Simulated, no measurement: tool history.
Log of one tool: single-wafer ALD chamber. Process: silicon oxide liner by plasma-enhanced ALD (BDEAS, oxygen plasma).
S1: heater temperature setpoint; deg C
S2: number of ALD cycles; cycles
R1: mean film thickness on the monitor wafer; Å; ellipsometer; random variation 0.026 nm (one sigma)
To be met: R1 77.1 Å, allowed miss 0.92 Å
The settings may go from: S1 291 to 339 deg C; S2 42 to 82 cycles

run,day,S1,S2,R1
1,0,315,62,58.411
2,0.321,315,55,51.767
3,0.371,323,55,51.247
4,0.571,318,55,51.576
5,0.829,313,55,52.315
6,1.196,308,62,59.149
7,1.417,305,67,63.982
8,1.738,302,77,74.234
9,2.096,301,78,75.475
10,2.288,300,78,75.781
11,2.45,299,78,76.126

Which of these 4 next moves meets every target?
A,2.612,301,80,?
B,2.612,300,81,?
C,2.612,299,77,?
D,2.612,298,82,?

move,R1
A,77.353
B,78.645
C,75.071
D,80.275
A: meets every target
B: takes the result that was furthest off past its target
C: further off than the last run
D: takes the result that was furthest off past its target
The right move is A.
